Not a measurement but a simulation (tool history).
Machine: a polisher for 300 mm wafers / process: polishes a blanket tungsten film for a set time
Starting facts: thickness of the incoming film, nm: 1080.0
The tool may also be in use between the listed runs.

| run | day | flow of slurry (ml/min) | pressure of the wafer on the pad (kPa) | speed of the pad under the wafer (cm/s) | abrasive content of the slurry | polishing time (s) | film removed (angstrom) |
|---|---|---|---|---|---|---|---|
| 1 | 0.000 | 215 | 21.4 | 134 | 1.0 | 52 | 2058.1 |
| 2 | 0.329 | 215 | 24.1 | 134 | 1.0 | 52 | 2291.3 |
| 3 | 0.375 | 215 | 27.6 | 134 | 1.0 | 52 | 2644.9 |
| 4 | 0.667 | 215 | 26.2 | 134 | 1.0 | 52 | 2504.8 |
| 5 | 0.704 | 215 | 24.8 | 134 | 1.0 | 52 | 2393.6 |
| 6 | 0.962 | 215 | 24.1 | 134 | 1.0 | 52 | 2335.9 |
| 7 | 1.283 | 215 | 23.4 | 134 | 1.0 | 52 | 2234.4 |

What does the tool deliver on the next run?
| 8 | 1.467 | 215 | 22.8 | 134 | 1.0 | 52 | ? |

Run 8 gave film removed (angstrom) 2147.7.
